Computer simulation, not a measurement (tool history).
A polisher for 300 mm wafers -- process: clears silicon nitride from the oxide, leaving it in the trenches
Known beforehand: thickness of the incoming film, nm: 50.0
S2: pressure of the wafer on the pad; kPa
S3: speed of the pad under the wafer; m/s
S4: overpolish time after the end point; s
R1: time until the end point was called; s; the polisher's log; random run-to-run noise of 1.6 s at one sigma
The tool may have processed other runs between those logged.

Run 1, hour 0: flow of slurry (ml/min) 170, S2 13.1 kPa, S3 0.98 m/s, S4 7 s. Result: R1 63.998 s.
Run 2, hour 4.7: flow of slurry (ml/min) 165, S2 11 kPa, S3 0.94 m/s, S4 7 s. Result: R1 77.37 s.
Run 3, hour 11.5: flow of slurry (ml/min) 125, S2 11 kPa, S3 0.94 m/s, S4 7 s. Result: R1 83.653 s.
Run 4, hour 12.6: flow of slurry (ml/min) 120, S2 9.7 kPa, S3 0.92 m/s, S4 7 s. Result: R1 96.526 s.
Run 5, hour 16.8: flow of slurry (ml/min) 120, S2 9.7 kPa, S3 0.92 m/s, S4 7 s. Result: R1 96.311 s.
Run 6, hour 25.5: flow of slurry (ml/min) 115, S2 9 kPa, S3 0.92 m/s, S4 7 s. Result: R1 103.36 s.

Predict the results of run 7:
Run 7, hour 29.3: flow of slurry (ml/min) 115, S2 8.3 kPa, S3 0.92 m/s, S4 7 s. Result: R1 ?.

Run 7 came out at R1 113.29 s.

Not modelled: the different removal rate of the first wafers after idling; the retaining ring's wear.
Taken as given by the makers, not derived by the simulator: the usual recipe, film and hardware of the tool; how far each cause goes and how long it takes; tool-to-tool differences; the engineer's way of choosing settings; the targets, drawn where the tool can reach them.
